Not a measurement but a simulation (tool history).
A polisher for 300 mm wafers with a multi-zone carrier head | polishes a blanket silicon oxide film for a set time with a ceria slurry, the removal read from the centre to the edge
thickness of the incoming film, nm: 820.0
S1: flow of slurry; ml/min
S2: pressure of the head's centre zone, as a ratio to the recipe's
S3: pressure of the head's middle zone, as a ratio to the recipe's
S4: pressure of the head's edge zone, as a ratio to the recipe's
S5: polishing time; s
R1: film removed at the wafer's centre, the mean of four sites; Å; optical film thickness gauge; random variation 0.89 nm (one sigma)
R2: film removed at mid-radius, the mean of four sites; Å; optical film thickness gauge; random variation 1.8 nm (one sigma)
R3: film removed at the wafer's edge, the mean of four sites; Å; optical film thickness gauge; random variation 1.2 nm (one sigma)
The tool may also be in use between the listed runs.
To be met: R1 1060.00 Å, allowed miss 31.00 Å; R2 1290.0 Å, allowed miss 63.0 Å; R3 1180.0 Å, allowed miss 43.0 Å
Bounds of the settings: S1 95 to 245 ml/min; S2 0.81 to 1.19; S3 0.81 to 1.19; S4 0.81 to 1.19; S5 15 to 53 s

Run 1, day 0.000: S1 155 ml/min, S2 1.00, S3 1.00, S4 1.00, S5 34 s. Result: R1 1506.00 Å, R2 1512.8 Å, R3 1473.2 Å.
Run 2, day 0.354: S1 155 ml/min, S2 1.00, S3 1.07, S4 1.00, S5 34 s. Result: R1 1512.40 Å, R2 1658.6 Å, R3 1484.3 Å.
Run 3, day 0.704: S1 150 ml/min, S2 0.98, S3 1.06, S4 0.98, S5 33 s. Result: R1 1428.70 Å, R2 1521.8 Å, R3 1400.2 Å.
Run 4, day 0.817: S1 135 ml/min, S2 0.98, S3 1.06, S4 0.98, S5 33 s. Result: R1 1365.00 Å, R2 1560.6 Å, R3 1406.2 Å.
Run 5, day 1.154: S1 135 ml/min, S2 0.96, S3 1.05, S4 0.96, S5 33 s. Result: R1 1327.70 Å, R2 1528.1 Å, R3 1418.0 Å.
Run 6, day 1.421: S1 135 ml/min, S2 0.96, S3 1.05, S4 0.96, S5 39 s. Result: R1 1616.80 Å, R2 1761.0 Å, R3 1637.5 Å.
Run 7, day 1.675: S1 135 ml/min, S2 0.95, S3 1.05, S4 0.95, S5 38 s. Result: R1 1533.10 Å, R2 1777.0 Å, R3 1584.0 Å.
Run 8, day 1.842: S1 140 ml/min, S2 0.94, S3 1.04, S4 0.94, S5 37 s. Result: R1 1481.90 Å, R2 1638.4 Å, R3 1571.9 Å.
Run 9, day 2.012: S1 95 ml/min, S2 0.88, S3 1.11, S4 0.87, S5 28 s. Result: R1 962.98 Å, R2 1215.8 Å, R3 1035.0 Å.
Run 10, day 2.096: S1 100 ml/min, S2 0.88, S3 1.10, S4 0.88, S5 28 s. Result: R1 957.38 Å, R2 1229.8 Å, R3 1087.1 Å.

Which of these 4 next moves meets every target?
Run A, day 2.179: S1 120 ml/min, S2 0.88, S3 1.05, S4 0.90, S5 29 s. Result: R1 ?, R2 ?, R3 ?.
Run B, day 2.179: S1 95 ml/min, S2 0.82, S3 1.14, S4 0.88, S5 30 s. Result: R1 ?, R2 ?, R3 ?.
Run C, day 2.179: S1 105 ml/min, S2 0.88, S3 0.90, S4 0.89, S5 31 s. Result: R1 ?, R2 ?, R3 ?.
Run D, day 2.179: S1 115 ml/min, S2 0.94, S3 0.87, S4 0.93, S5 30 s. Result: R1 ?, R2 ?, R3 ?.

move       R1      R2      R3
   A  1048.10  1279.2  1167.8
   B   944.76  1339.3  1147.1
   C  1079.00  1163.3  1217.1
   D  1144.50  1118.9  1221.0
A: meets every target
B: further off than the last run
C: brings the result that was furthest off to its target, and leaves another outside
D: takes the result that was furthest off past its target
Move A is the one to make.

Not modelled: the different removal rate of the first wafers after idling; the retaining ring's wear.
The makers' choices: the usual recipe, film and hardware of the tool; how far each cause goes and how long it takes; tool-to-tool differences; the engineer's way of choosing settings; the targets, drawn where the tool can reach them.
